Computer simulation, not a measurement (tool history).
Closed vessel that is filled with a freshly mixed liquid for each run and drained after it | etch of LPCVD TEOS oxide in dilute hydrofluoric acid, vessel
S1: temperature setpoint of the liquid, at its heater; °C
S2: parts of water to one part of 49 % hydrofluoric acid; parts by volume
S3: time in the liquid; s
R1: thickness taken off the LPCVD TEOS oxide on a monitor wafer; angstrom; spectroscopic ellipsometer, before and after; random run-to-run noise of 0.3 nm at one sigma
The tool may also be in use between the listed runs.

| run | day | S1 | S2 | S3 | R1 |
|---|---|---|---|---|---|
| 1 | 0.000 | 24.0 | 65 | 75 | 202.65 |
| 2 | 0.362 | 26.5 | 50 | 75 | 295.03 |
| 3 | 0.604 | 28.0 | 40 | 75 | 397.54 |
| 4 | 0.825 | 28.0 | 40 | 75 | 401.32 |
| 5 | 0.983 | 28.0 | 40 | 75 | 398.27 |
| 6 | 1.104 | 30.5 | 40 | 75 | 438.72 |
| 7 | 1.350 | 31.0 | 35 | 75 | 520.68 |

Run 8 is up next; what results do you expect?
| 8 | 1.646 | 31.5 | 35 | 75 | ? |

R1: 527.68 angstrom

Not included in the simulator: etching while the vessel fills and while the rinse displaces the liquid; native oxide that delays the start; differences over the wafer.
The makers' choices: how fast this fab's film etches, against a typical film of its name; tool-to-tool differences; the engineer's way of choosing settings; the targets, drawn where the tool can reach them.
